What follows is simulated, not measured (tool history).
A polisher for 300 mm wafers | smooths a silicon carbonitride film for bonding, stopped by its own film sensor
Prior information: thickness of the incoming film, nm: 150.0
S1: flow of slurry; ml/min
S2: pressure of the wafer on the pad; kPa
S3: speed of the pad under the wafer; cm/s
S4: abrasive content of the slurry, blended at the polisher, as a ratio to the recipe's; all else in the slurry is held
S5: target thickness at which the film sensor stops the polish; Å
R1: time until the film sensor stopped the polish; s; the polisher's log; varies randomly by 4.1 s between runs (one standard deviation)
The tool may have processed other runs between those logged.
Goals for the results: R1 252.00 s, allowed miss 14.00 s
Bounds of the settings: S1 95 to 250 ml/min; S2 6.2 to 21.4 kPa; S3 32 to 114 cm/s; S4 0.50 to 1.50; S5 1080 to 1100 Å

run	hour	S1	S2	S3	S4	S5	R1
1	0.0	160	13.8	72	1.00	1100	181.27
2	8.9	160	13.1	72	1.00	1100	182.95
3	12.7	160	13.1	72	1.10	1100	176.80
4	20.2	160	13.1	72	1.10	1080	192.48
5	25.5	160	14.5	72	1.10	1080	171.69
6	31.2	160	14.5	60	1.10	1080	197.96
7	40.2	160	13.8	60	1.10	1080	206.56
8	43.6	160	13.1	60	1.10	1080	212.76
9	47.4	160	12.4	60	1.10	1080	227.42
10	48.1	160	11.7	60	1.10	1080	234.81

Below are 5 possible settings for the next run. Only one of them brings all results inside the allowed miss of their targets. Which is it?
A	48.8	180	13.1	42	1.15	1100	?
B	48.8	180	11.0	70	1.15	1090	?
C	48.8	160	12.4	58	1.10	1080	?
D	48.8	180	11.7	62	1.30	1080	?
E	48.8	160	11.0	66	1.15	1090	?

move	R1
A	249.09
B	203.03
C	223.74
D	205.61
E	215.38
A: meets every target
B: its largest miss is bigger than the last run's
C: its largest miss is bigger than the last run's
D: its largest miss is bigger than the last run's
E: its largest miss is bigger than the last run's
A meets every target.
